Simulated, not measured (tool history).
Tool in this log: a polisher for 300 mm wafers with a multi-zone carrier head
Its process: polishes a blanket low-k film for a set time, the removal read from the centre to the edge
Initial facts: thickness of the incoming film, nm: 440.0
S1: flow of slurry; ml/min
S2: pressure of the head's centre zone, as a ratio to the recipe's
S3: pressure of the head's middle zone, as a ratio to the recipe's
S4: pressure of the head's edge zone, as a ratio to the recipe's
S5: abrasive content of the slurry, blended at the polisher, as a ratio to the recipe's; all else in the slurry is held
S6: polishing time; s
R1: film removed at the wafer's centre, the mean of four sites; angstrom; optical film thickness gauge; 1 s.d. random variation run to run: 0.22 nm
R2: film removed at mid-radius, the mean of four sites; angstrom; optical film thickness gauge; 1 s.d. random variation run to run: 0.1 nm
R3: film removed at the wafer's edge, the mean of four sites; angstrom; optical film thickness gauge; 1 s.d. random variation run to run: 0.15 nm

| run | hour | S1 | S2 | S3 | S4 | S5 | S6 | R1 | R2 | R3 |
|---|---|---|---|---|---|---|---|---|---|---|
| 1 | 0 | 130 | 1 | 1 | 1 | 1 | 41 | 143.66 | 137.74 | 140.77 |
| 2 | 4.5 | 130 | 1 | 1.05 | 1 | 1 | 41 | 144.98 | 144.42 | 140.63 |
| 3 | 5.1 | 135 | 0.99 | 1.05 | 1.01 | 1 | 41 | 138.69 | 146.52 | 141.55 |
| 4 | 9.7 | 135 | 1.07 | 1.05 | 1.01 | 1 | 41 | 157.75 | 146.71 | 145.56 |
| 5 | 16.1 | 160 | 1.07 | 1.05 | 1.01 | 1 | 41 | 160.41 | 149.87 | 145.07 |
| 6 | 21.9 | 190 | 1.07 | 1.05 | 1.01 | 1 | 41 | 160.59 | 154.52 | 149.85 |
| 7 | 31 | 190 | 1.06 | 1.05 | 1.02 | 1 | 41 | 165.66 | 153.02 | 147.75 |
| 8 | 37.3 | 185 | 1.04 | 1.05 | 1.03 | 1 | 41 | 161.74 | 151.76 | 147.59 |

What will run 9 give?
| 9 | 37.9 | 180 | 1.02 | 1.05 | 1.03 | 1.05 | 41 | ? | ? | ? |

For run 9 the tool returned R1 156.7 angstrom, R2 153.72 angstrom, R3 153.17 angstrom.
